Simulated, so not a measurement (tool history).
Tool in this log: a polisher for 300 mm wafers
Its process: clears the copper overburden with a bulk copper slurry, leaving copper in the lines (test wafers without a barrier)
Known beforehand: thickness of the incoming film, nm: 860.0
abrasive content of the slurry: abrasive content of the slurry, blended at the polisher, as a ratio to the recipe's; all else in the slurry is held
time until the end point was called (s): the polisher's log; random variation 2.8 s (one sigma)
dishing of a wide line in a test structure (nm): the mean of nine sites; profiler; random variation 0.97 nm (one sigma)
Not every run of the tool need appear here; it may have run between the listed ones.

run,hour,flow of slurry (ml/min),pressure of the wafer on the pad (psi),speed of the pad under the wafer (cm/s),abrasive content of the slurry,overpolish time after the end point (s),time until the end point was called (s),dishing of a wide line in a test structure (nm)
1,0.0,240,2.4,120,1.00,24,109.990,99.414
2,6.1,240,2.4,120,1.00,34,107.710,120.280
3,12.7,240,2.4,120,0.90,34,108.280,116.850
4,21.0,240,2.3,120,0.85,33,114.420,113.030
5,23.6,240,2.9,120,0.85,33,99.027,126.000
6,32.2,280,2.9,120,0.85,33,94.311,129.940
7,38.4,280,2.7,120,0.85,32,103.640,119.780
8,45.8,280,2.5,120,0.85,31,104.910,116.530

The next listed run, before its measurement:
9,47.6,275,2.3,120,0.85,30,?,?

time until the end point was called (s): 112.150
dishing of a wide line in a test structure (nm): 110.050

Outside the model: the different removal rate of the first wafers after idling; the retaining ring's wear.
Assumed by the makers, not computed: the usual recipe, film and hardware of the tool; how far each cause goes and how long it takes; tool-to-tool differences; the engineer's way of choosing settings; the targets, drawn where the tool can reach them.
